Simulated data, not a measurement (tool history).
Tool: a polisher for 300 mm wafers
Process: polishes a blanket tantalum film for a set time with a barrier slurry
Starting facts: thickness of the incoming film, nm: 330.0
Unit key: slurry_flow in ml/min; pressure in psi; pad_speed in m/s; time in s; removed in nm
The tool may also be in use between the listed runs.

Run 1, hour 0.0: slurry_flow 250 ml/min, pressure 1.6 psi, pad_speed 1.06 m/s, slurry_solids 1.0, time 36 s. Result: removed 45.558 nm.
Run 2, hour 8.6: slurry_flow 250 ml/min, pressure 1.4 psi, pad_speed 1.06 m/s, slurry_solids 1.0, time 36 s. Result: removed 39.746 nm.
Run 3, hour 15.7: slurry_flow 250 ml/min, pressure 1.4 psi, pad_speed 1.06 m/s, slurry_solids 1.0, time 33 s. Result: removed 36.489 nm.
Run 4, hour 17.0: slurry_flow 250 ml/min, pressure 1.3 psi, pad_speed 1.06 m/s, slurry_solids 1.0, time 33 s. Result: removed 34.311 nm.
Run 5, hour 22.9: slurry_flow 250 ml/min, pressure 1.2 psi, pad_speed 1.06 m/s, slurry_solids 1.0, time 33 s. Result: removed 31.338 nm.
Run 6, hour 25.5: slurry_flow 250 ml/min, pressure 1.1 psi, pad_speed 1.06 m/s, slurry_solids 1.0, time 33 s. Result: removed 29.613 nm.

What does the tool deliver on the next run?
Run 7, hour 33.3: slurry_flow 250 ml/min, pressure 1.0 psi, pad_speed 1.06 m/s, slurry_solids 1.0, time 33 s. Result: removed ?.

{"run 7": {"removed": 27.145}}

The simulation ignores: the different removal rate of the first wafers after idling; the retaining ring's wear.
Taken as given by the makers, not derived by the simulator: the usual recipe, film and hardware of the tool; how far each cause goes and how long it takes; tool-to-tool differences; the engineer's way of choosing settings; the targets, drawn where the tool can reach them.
